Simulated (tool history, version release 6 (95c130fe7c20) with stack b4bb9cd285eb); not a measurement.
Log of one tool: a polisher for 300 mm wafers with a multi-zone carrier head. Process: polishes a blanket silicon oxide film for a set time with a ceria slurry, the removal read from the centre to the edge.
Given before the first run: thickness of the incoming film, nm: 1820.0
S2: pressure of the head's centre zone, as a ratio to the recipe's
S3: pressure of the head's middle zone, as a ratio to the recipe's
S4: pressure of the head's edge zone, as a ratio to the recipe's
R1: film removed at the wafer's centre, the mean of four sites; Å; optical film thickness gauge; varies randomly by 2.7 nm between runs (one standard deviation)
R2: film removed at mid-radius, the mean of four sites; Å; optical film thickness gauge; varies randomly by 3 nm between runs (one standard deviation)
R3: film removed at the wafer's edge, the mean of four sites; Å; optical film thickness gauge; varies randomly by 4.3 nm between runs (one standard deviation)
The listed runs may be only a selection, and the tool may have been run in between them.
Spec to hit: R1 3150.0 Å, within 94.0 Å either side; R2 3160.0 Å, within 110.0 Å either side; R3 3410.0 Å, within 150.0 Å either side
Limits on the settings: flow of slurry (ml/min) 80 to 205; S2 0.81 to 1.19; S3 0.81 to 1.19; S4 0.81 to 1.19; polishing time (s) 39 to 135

{"run": 1, "hour": 0.0, "flow of slurry (ml/min)": 135, "S2": 1.0, "S3": 1.0, "S4": 1.0, "polishing time (s)": 87, "R1": 5266.8, "R2": 4967.7, "R3": 4944.1}
{"run": 2, "hour": 2.8, "flow of slurry (ml/min)": 125, "S2": 0.97, "S3": 0.97, "S4": 0.98, "polishing time (s)": 82, "R1": 4638.1, "R2": 4481.4, "R3": 4472.8}
{"run": 3, "hour": 5.1, "flow of slurry (ml/min)": 125, "S2": 0.97, "S3": 0.89, "S4": 0.98, "polishing time (s)": 82, "R1": 4686.8, "R2": 4206.1, "R3": 4484.2}
{"run": 4, "hour": 10.0, "flow of slurry (ml/min)": 125, "S2": 0.97, "S3": 0.89, "S4": 0.98, "polishing time (s)": 96, "R1": 5438.9, "R2": 4950.3, "R3": 5395.6}
{"run": 5, "hour": 18.3, "flow of slurry (ml/min)": 125, "S2": 0.97, "S3": 0.89, "S4": 0.98, "polishing time (s)": 112, "R1": 6312.6, "R2": 5627.0, "R3": 6046.5}
{"run": 6, "hour": 22.1, "flow of slurry (ml/min)": 125, "S2": 0.97, "S3": 0.89, "S4": 0.98, "polishing time (s)": 123, "R1": 6990.8, "R2": 6375.0, "R3": 6918.0}
{"run": 7, "hour": 30.4, "flow of slurry (ml/min)": 115, "S2": 0.94, "S3": 0.88, "S4": 0.96, "polishing time (s)": 110, "R1": 5872.6, "R2": 5548.0, "R3": 6048.7}
{"run": 8, "hour": 37.7, "flow of slurry (ml/min)": 115, "S2": 0.93, "S3": 0.88, "S4": 0.95, "polishing time (s)": 98, "R1": 5246.8, "R2": 4825.0, "R3": 5292.8}
{"run": 9, "hour": 41.9, "flow of slurry (ml/min)": 110, "S2": 0.91, "S3": 0.89, "S4": 0.94, "polishing time (s)": 89, "R1": 4588.9, "R2": 4393.4, "R3": 4727.5}
{"run": 10, "hour": 45.5, "flow of slurry (ml/min)": 105, "S2": 0.89, "S3": 0.88, "S4": 0.92, "polishing time (s)": 83, "R1": 4117.6, "R2": 3961.3, "R3": 4377.9}
{"run": 11, "hour": 49.6, "flow of slurry (ml/min)": 105, "S2": 0.88, "S3": 0.88, "S4": 0.9, "polishing time (s)": 79, "R1": 3907.8, "R2": 3789.7, "R3": 4107.6}
{"run": 12, "hour": 50.7, "flow of slurry (ml/min)": 105, "S2": 0.87, "S3": 0.88, "S4": 0.89, "polishing time (s)": 76, "R1": 3732.9, "R2": 3655.3, "R3": 3898.3}
{"run": 13, "hour": 57.4, "flow of slurry (ml/min)": 85, "S2": 0.81, "S3": 0.83, "S4": 0.84, "polishing time (s)": 68, "R1": 2870.6, "R2": 2951.0, "R3": 3189.8}
{"run": 14, "hour": 65.5, "flow of slurry (ml/min)": 90, "S2": 0.81, "S3": 0.83, "S4": 0.84, "polishing time (s)": 68, "R1": 2925.3, "R2": 2950.0, "R3": 3293.8}
{"run": 15, "hour": 66.4, "flow of slurry (ml/min)": 95, "S2": 0.81, "S3": 0.84, "S4": 0.84, "polishing time (s)": 68, "R1": 2972.9, "R2": 3062.9, "R3": 3341.0}
{"run": 16, "hour": 72.2, "flow of slurry (ml/min)": 100, "S2": 0.81, "S3": 0.84, "S4": 0.84, "polishing time (s)": 68, "R1": 3054.7, "R2": 3185.3, "R3": 3389.3}

Of the 4 settings listed for the next run, only one would bring every result within its allowed miss of target. Which one?
{"run": "A", "hour": 78.0, "flow of slurry (ml/min)": 115, "S2": 0.84, "S3": 0.85, "S4": 0.89, "polishing time (s)": 66, "R1": "?", "R2": "?", "R3": "?"}
{"run": "B", "hour": 78.0, "flow of slurry (ml/min)": 110, "S2": 0.88, "S3": 0.84, "S4": 0.86, "polishing time (s)": 62, "R1": "?", "R2": "?", "R3": "?"}
{"run": "C", "hour": 78.0, "flow of slurry (ml/min)": 110, "S2": 0.82, "S3": 0.95, "S4": 0.81, "polishing time (s)": 64, "R1": "?", "R2": "?", "R3": "?"}
{"run": "D", "hour": 78.0, "flow of slurry (ml/min)": 125, "S2": 0.9, "S3": 0.93, "S4": 0.81, "polishing time (s)": 59, "R1": "?", "R2": "?", "R3": "?"}

move=A R1=3139.0 R2=3115.4 R3=3426.6
move=B R1=3046.7 R2=2863.4 R3=3143.5
move=C R1=2933.0 R2=3274.3 R3=3155.5
move=D R1=3081.1 R2=3063.2 R3=2977.2
A: each result inside its tolerance
B: moves away from the targets compared with the last run
C: moves away from the targets compared with the last run
D: the furthest-off result lands on target, but another misses its tolerance
Move A is the one to make.
